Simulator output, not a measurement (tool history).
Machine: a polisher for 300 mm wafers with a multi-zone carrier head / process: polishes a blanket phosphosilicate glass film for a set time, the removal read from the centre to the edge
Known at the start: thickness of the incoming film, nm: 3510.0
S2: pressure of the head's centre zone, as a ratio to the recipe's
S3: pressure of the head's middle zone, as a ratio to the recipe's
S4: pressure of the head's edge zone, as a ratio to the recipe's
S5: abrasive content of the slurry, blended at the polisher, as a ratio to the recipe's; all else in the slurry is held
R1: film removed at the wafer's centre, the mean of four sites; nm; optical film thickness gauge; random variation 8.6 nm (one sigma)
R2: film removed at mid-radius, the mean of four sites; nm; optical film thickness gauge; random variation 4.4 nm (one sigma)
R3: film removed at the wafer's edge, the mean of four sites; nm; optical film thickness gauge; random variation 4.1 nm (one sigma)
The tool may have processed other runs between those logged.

{"run": 1, "hour": 0.0, "flow of slurry (ml/min)": 140, "S2": 1.0, "S3": 1.0, "S4": 1.0, "S5": 1.0, "polishing time (s)": 85, "R1": 709.22, "R2": 711.06, "R3": 702.7}
{"run": 2, "hour": 4.7, "flow of slurry (ml/min)": 140, "S2": 1.0, "S3": 1.0, "S4": 1.05, "S5": 1.0, "polishing time (s)": 85, "R1": 732.03, "R2": 702.01, "R3": 712.32}
{"run": 3, "hour": 8.1, "flow of slurry (ml/min)": 115, "S2": 1.0, "S3": 1.0, "S4": 1.05, "S5": 1.0, "polishing time (s)": 85, "R1": 714.71, "R2": 697.95, "R3": 710.77}
{"run": 4, "hour": 11.2, "flow of slurry (ml/min)": 115, "S2": 1.0, "S3": 1.0, "S4": 1.05, "S5": 1.0, "polishing time (s)": 103, "R1": 859.39, "R2": 846.29, "R3": 850.67}
{"run": 5, "hour": 11.9, "flow of slurry (ml/min)": 115, "S2": 1.01, "S3": 0.97, "S4": 1.05, "S5": 0.9, "polishing time (s)": 100, "R1": 792.05, "R2": 757.82, "R3": 792.91}
{"run": 6, "hour": 17.3, "flow of slurry (ml/min)": 115, "S2": 1.01, "S3": 0.97, "S4": 1.05, "S5": 0.8, "polishing time (s)": 100, "R1": 735.94, "R2": 705.33, "R3": 752.07}
{"run": 7, "hour": 25.8, "flow of slurry (ml/min)": 115, "S2": 1.03, "S3": 0.95, "S4": 1.03, "S5": 0.75, "polishing time (s)": 98, "R1": 722.13, "R2": 656.13, "R3": 702.7}
{"run": 8, "hour": 33.1, "flow of slurry (ml/min)": 110, "S2": 1.03, "S3": 0.93, "S4": 1.01, "S5": 0.7, "polishing time (s)": 98, "R1": 686.46, "R2": 622.55, "R3": 666.23}
{"run": 9, "hour": 38.9, "flow of slurry (ml/min)": 105, "S2": 1.03, "S3": 0.91, "S4": 1.0, "S5": 0.65, "polishing time (s)": 98, "R1": 640.58, "R2": 581.87, "R3": 628.66}
{"run": 10, "hour": 44.6, "flow of slurry (ml/min)": 105, "S2": 1.04, "S3": 0.89, "S4": 1.0, "S5": 0.65, "polishing time (s)": 98, "R1": 651.06, "R2": 572.5, "R3": 629.72}
{"run": 11, "hour": 53.2, "flow of slurry (ml/min)": 100, "S2": 1.04, "S3": 0.87, "S4": 1.0, "S5": 0.65, "polishing time (s)": 98, "R1": 656.89, "R2": 559.6, "R3": 625.38}
{"run": 12, "hour": 58.1, "flow of slurry (ml/min)": 100, "S2": 1.04, "S3": 0.87, "S4": 1.0, "S5": 0.65, "polishing time (s)": 98, "R1": 659.1, "R2": 553.33, "R3": 619.85}
{"run": 13, "hour": 63.3, "flow of slurry (ml/min)": 100, "S2": 1.03, "S3": 0.86, "S4": 1.0, "S5": 0.65, "polishing time (s)": 98, "R1": 643.53, "R2": 554.99, "R3": 624.2}
{"run": 14, "hour": 64.8, "flow of slurry (ml/min)": 100, "S2": 1.03, "S3": 0.85, "S4": 1.0, "S5": 0.65, "polishing time (s)": 98, "R1": 650.98, "R2": 535.67, "R3": 620.41}
{"run": 15, "hour": 71.4, "flow of slurry (ml/min)": 100, "S2": 1.03, "S3": 0.84, "S4": 0.99, "S5": 0.65, "polishing time (s)": 98, "R1": 639.99, "R2": 528.62, "R3": 623.59}
{"run": 16, "hour": 79.1, "flow of slurry (ml/min)": 90, "S2": 1.04, "S3": 0.82, "S4": 0.9, "S5": 0.5, "polishing time (s)": 98, "R1": 537.98, "R2": 439.38, "R3": 502.21}
{"run": 17, "hour": 81.4, "flow of slurry (ml/min)": 90, "S2": 1.04, "S3": 0.82, "S4": 0.9, "S5": 0.5, "polishing time (s)": 98, "R1": 533.81, "R2": 438.08, "R3": 501.79}

The next listed run, before its measurement:
{"run": 18, "hour": 86.8, "flow of slurry (ml/min)": 100, "S2": 1.04, "S3": 0.82, "S4": 0.91, "S5": 0.5, "polishing time (s)": 98, "R1": "?", "R2": "?", "R3": "?"}

{"run 18": {"R1": 537.75, "R2": 456.41, "R3": 502.51}}
